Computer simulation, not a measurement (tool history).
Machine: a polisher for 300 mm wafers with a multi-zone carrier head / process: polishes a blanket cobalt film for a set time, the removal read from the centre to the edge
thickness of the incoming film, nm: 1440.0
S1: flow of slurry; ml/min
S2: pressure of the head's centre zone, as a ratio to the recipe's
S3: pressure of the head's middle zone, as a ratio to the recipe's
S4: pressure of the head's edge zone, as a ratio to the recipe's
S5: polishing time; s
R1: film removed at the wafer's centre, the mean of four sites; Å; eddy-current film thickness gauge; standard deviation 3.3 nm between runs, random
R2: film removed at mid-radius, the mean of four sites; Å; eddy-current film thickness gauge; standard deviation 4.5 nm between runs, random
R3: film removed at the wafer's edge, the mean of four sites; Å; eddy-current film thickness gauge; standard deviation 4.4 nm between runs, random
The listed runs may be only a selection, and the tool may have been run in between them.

| run | day | S1 | S2 | S3 | S4 | S5 | R1 | R2 | R3 |
|---|---|---|---|---|---|---|---|---|---|
| 1 | 0.000 | 245 | 1.00 | 1.00 | 1.00 | 87 | 3179.5 | 3020.2 | 3114.8 |
| 2 | 0.283 | 245 | 1.03 | 1.00 | 1.00 | 87 | 3212.3 | 3121.2 | 3112.1 |
| 3 | 0.396 | 245 | 1.03 | 1.05 | 1.00 | 87 | 3241.7 | 3171.3 | 3114.2 |
| 4 | 0.521 | 255 | 1.07 | 1.01 | 1.04 | 91 | 3435.4 | 3245.2 | 3264.9 |
| 5 | 0.754 | 275 | 1.07 | 1.01 | 1.04 | 91 | 3556.6 | 3277.5 | 3320.9 |
| 6 | 0.825 | 290 | 1.08 | 0.99 | 1.06 | 94 | 3675.2 | 3415.9 | 3396.5 |
| 7 | 1.104 | 270 | 1.10 | 0.95 | 1.08 | 98 | 3821.2 | 3315.3 | 3575.5 |

Expected results for the next run?
| 8 | 1.396 | 270 | 1.11 | 0.94 | 1.10 | 100 | ? | ? | ? |

R1: 3991.2 Å
R2: 3445.7 Å
R3: 3672.6 Å

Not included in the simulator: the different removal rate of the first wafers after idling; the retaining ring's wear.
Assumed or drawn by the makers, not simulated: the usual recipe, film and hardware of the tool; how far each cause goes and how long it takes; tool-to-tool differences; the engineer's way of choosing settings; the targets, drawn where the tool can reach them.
